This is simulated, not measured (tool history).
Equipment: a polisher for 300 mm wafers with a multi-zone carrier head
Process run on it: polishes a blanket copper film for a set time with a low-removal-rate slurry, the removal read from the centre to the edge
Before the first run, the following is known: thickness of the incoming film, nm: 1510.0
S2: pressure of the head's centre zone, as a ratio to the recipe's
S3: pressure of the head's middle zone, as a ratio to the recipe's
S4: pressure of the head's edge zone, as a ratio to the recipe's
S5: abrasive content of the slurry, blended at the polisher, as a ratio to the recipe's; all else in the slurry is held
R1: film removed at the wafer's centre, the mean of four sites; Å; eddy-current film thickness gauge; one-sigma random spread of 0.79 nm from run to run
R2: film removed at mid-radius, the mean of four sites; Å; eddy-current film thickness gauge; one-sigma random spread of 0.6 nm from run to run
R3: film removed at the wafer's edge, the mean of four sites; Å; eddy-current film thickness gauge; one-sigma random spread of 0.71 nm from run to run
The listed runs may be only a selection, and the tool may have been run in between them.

{"run": 1, "hour": 0.0, "flow of slurry (ml/min)": 220, "S2": 1.0, "S3": 1.0, "S4": 1.0, "S5": 1.0, "polishing time (s)": 34, "R1": 1144.2, "R2": 1107.9, "R3": 1131.4}
{"run": 2, "hour": 2.1, "flow of slurry (ml/min)": 215, "S2": 0.97, "S3": 1.01, "S4": 0.96, "S5": 0.85, "polishing time (s)": 30, "R1": 933.26, "R2": 972.5, "R3": 980.75}
{"run": 3, "hour": 9.2, "flow of slurry (ml/min)": 220, "S2": 0.98, "S3": 1.03, "S4": 0.93, "S5": 0.75, "polishing time (s)": 26, "R1": 797.0, "R2": 818.84, "R3": 798.29}
{"run": 4, "hour": 15.9, "flow of slurry (ml/min)": 220, "S2": 0.98, "S3": 1.03, "S4": 0.93, "S5": 0.75, "polishing time (s)": 30, "R1": 930.43, "R2": 960.03, "R3": 926.67}
{"run": 5, "hour": 18.5, "flow of slurry (ml/min)": 220, "S2": 0.97, "S3": 1.04, "S4": 0.91, "S5": 0.65, "polishing time (s)": 27, "R1": 800.69, "R2": 845.58, "R3": 799.63}
{"run": 6, "hour": 21.7, "flow of slurry (ml/min)": 195, "S2": 0.97, "S3": 1.04, "S4": 0.91, "S5": 0.65, "polishing time (s)": 27, "R1": 774.1, "R2": 832.73, "R3": 791.14}
{"run": 7, "hour": 27.2, "flow of slurry (ml/min)": 185, "S2": 0.97, "S3": 1.04, "S4": 0.89, "S5": 0.6, "polishing time (s)": 26, "R1": 751.04, "R2": 769.47, "R3": 744.52}
{"run": 8, "hour": 32.8, "flow of slurry (ml/min)": 185, "S2": 0.95, "S3": 1.05, "S4": 0.87, "S5": 0.55, "polishing time (s)": 25, "R1": 675.22, "R2": 742.6, "R3": 691.51}
{"run": 9, "hour": 40.0, "flow of slurry (ml/min)": 180, "S2": 0.95, "S3": 1.05, "S4": 0.85, "S5": 0.55, "polishing time (s)": 25, "R1": 671.7, "R2": 733.92, "R3": 689.19}
{"run": 10, "hour": 41.7, "flow of slurry (ml/min)": 180, "S2": 0.95, "S3": 1.08, "S4": 0.82, "S5": 0.5, "polishing time (s)": 23, "R1": 607.53, "R2": 687.64, "R3": 602.35}

Forecast run 11:
{"hour": 43.8, "done": "edge zone pressure recalibrated"}
{"run": 11, "hour": 43.8, "flow of slurry (ml/min)": 180, "S2": 0.95, "S3": 1.08, "S4": 0.82, "S5": 0.5, "polishing time (s)": 23, "R1": "?", "R2": "?", "R3": "?"}

R1: 612.88 Å
R2: 686.46 Å
R3: 577.14 Å
